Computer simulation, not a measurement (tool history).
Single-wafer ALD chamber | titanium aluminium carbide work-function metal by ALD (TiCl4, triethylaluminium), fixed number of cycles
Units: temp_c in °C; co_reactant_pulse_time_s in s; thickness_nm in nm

run	hour	temp_c	co_reactant_pulse_time_s	thickness_nm
1	0	315	7.38	2.0281
2	8.8	315	5.52	1.9171
3	13.7	310	5.39	1.87
4	17.7	310	3.73	1.6927
5	26.2	301	3.73	1.6417
6	29.1	301	2.66	1.4769
7	33.6	312	2.76	1.5565
8	39.4	318	3.25	1.6794
9	40.3	322	3.31	1.7035

Forecast run 10:
10	45.2	326	3.37	?

thickness_nm: 1.7396 nm
